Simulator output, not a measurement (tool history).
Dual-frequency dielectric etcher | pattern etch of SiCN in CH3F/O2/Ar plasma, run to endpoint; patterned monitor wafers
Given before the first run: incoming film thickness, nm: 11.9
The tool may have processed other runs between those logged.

run    day  source power (kW)  bias power (kW)  endpoint time (s)
  1  0.000              0.380            0.076             29.435
  2  0.108              0.350            0.076             30.360
  3  0.225              0.310            0.066             33.632
  4  0.408              0.310            0.074             32.353
  5  0.462              0.310            0.065             33.787
  6  0.692              0.280            0.061             35.996
  7  0.946              0.260            0.059             37.886

What does the tool deliver on the next run?
  8  1.221              0.250            0.059                  ?

endpoint time (s): 38.243

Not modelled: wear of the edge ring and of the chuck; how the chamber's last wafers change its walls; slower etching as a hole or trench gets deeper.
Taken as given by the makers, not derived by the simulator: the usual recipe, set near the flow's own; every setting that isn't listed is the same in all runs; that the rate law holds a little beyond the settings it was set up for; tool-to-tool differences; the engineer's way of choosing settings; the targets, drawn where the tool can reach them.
